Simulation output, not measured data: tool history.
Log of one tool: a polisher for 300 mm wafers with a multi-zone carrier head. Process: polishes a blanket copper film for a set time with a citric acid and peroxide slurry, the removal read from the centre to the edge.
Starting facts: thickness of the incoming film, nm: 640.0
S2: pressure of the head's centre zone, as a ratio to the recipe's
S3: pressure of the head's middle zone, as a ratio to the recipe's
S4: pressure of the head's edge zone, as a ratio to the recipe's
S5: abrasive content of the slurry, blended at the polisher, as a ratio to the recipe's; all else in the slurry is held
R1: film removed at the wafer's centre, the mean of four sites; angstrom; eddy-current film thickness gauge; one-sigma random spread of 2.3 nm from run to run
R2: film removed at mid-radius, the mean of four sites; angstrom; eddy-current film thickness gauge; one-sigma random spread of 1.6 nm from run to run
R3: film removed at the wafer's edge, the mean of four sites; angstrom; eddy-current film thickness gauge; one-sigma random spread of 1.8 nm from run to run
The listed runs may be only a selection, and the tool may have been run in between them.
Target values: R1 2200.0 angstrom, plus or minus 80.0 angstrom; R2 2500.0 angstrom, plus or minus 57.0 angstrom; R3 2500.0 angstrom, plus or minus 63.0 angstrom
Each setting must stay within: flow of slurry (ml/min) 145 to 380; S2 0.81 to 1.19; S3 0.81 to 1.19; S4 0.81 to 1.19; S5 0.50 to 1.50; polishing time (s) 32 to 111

Run 1, hour 0.0: flow of slurry (ml/min) 245, S2 1.00, S3 1.00, S4 1.00, S5 1.00, polishing time (s) 71. Result: R1 1929.2 angstrom, R2 1820.0 angstrom, R3 1866.5 angstrom.
Run 2, hour 3.7: flow of slurry (ml/min) 250, S2 0.99, S3 1.01, S4 1.02, S5 1.05, polishing time (s) 72. Result: R1 2020.7 angstrom, R2 1912.5 angstrom, R3 1930.4 angstrom.
Run 3, hour 12.0: flow of slurry (ml/min) 250, S2 0.91, S3 1.01, S4 1.02, S5 1.05, polishing time (s) 72. Result: R1 1900.3 angstrom, R2 1884.2 angstrom, R3 1937.8 angstrom.
Run 4, hour 14.8: flow of slurry (ml/min) 250, S2 0.91, S3 0.97, S4 1.02, S5 1.05, polishing time (s) 72. Result: R1 1868.8 angstrom, R2 1836.4 angstrom, R3 1940.0 angstrom.
Run 5, hour 19.6: flow of slurry (ml/min) 250, S2 0.91, S3 0.97, S4 1.02, S5 1.25, polishing time (s) 72. Result: R1 1944.7 angstrom, R2 1868.2 angstrom, R3 2035.8 angstrom.
Run 6, hour 28.5: flow of slurry (ml/min) 215, S2 0.91, S3 0.97, S4 1.02, S5 1.25, polishing time (s) 72. Result: R1 1896.5 angstrom, R2 1862.9 angstrom, R3 1984.6 angstrom.
Run 7, hour 37.4: flow of slurry (ml/min) 215, S2 0.91, S3 0.97, S4 1.02, S5 1.25, polishing time (s) 72. Result: R1 1877.5 angstrom, R2 1861.1 angstrom, R3 1962.8 angstrom.
Run 8, hour 41.1: flow of slurry (ml/min) 225, S2 0.90, S3 0.99, S4 1.04, S5 1.30, polishing time (s) 72. Result: R1 1891.0 angstrom, R2 1943.0 angstrom, R3 2042.9 angstrom.
Run 9, hour 47.3: flow of slurry (ml/min) 240, S2 0.91, S3 1.01, S4 1.06, S5 1.30, polishing time (s) 72. Result: R1 1967.9 angstrom, R2 1938.8 angstrom, R3 2033.9 angstrom.
Run 10, hour 50.9: flow of slurry (ml/min) 235, S2 0.90, S3 1.02, S4 1.07, S5 1.30, polishing time (s) 74. Result: R1 2014.9 angstrom, R2 2035.3 angstrom, R3 2112.5 angstrom.
Run 11, hour 55.2: flow of slurry (ml/min) 235, S2 0.89, S3 1.03, S4 1.08, S5 1.30, polishing time (s) 75. Result: R1 1982.0 angstrom, R2 2063.1 angstrom, R3 2144.7 angstrom.
Run 12, hour 61.6: flow of slurry (ml/min) 245, S2 0.88, S3 1.04, S4 1.09, S5 1.30, polishing time (s) 75. Result: R1 2003.9 angstrom, R2 2135.0 angstrom, R3 2155.1 angstrom.
At hour 67.2: centre zone pressure recalibrated.
Run 13, hour 67.2: flow of slurry (ml/min) 295, S2 0.83, S3 1.05, S4 1.19, S5 1.50, polishing time (s) 79. Result: R1 1934.9 angstrom, R2 2343.4 angstrom, R3 2449.3 angstrom.

4 next moves are on the table. One of them brings every result within its allowed miss. Which?
Run A, hour 72.8: flow of slurry (ml/min) 325, S2 0.81, S3 1.07, S4 1.14, S5 1.50, polishing time (s) 86. Result: R1 ?, R2 ?, R3 ?.
Run B, hour 72.8: flow of slurry (ml/min) 300, S2 1.03, S3 1.06, S4 1.07, S5 1.40, polishing time (s) 81. Result: R1 ?, R2 ?, R3 ?.
Run C, hour 72.8: flow of slurry (ml/min) 290, S2 0.90, S3 0.97, S4 1.18, S5 1.50, polishing time (s) 85. Result: R1 ?, R2 ?, R3 ?.
Run D, hour 72.8: flow of slurry (ml/min) 330, S2 0.91, S3 1.06, S4 1.08, S5 1.40, polishing time (s) 84. Result: R1 ?, R2 ?, R3 ?.

move      R1      R2      R3
   A  2091.0  2665.6  2649.7
   B  2336.7  2434.7  2383.1
   C  2217.6  2395.9  2638.0
   D  2213.1  2549.8  2498.6
A: nearer the targets than the last run, but a result is still out of spec
B: pushes the last run's worst result past its target
C: the furthest-off result lands on target, but another misses its tolerance
D: all results land within tolerance of their targets
Go with D: it meets all targets.
